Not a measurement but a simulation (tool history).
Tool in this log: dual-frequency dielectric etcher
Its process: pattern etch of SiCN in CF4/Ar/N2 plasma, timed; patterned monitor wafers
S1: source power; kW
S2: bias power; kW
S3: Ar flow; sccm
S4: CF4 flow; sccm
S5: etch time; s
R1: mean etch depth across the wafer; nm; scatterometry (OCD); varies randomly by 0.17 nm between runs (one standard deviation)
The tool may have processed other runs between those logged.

run,hour,S1,S2,S3,S4,S5,R1
1,0,0.59,0.049,116,79,50.5,47.549
2,4.6,0.54,0.049,116,79,50.5,42.927
3,5.8,0.61,0.049,116,79,50.5,49.054
4,14,0.61,0.049,135,79,50.5,47.424
5,15.4,0.61,0.049,121,79,50.5,48.65
6,23.4,0.61,0.049,121,92,50.5,50.213

What does the tool deliver on the next run?
7,30.5,0.56,0.049,121,92,50.5,?

{"run 7": {"R1": 45.912}}
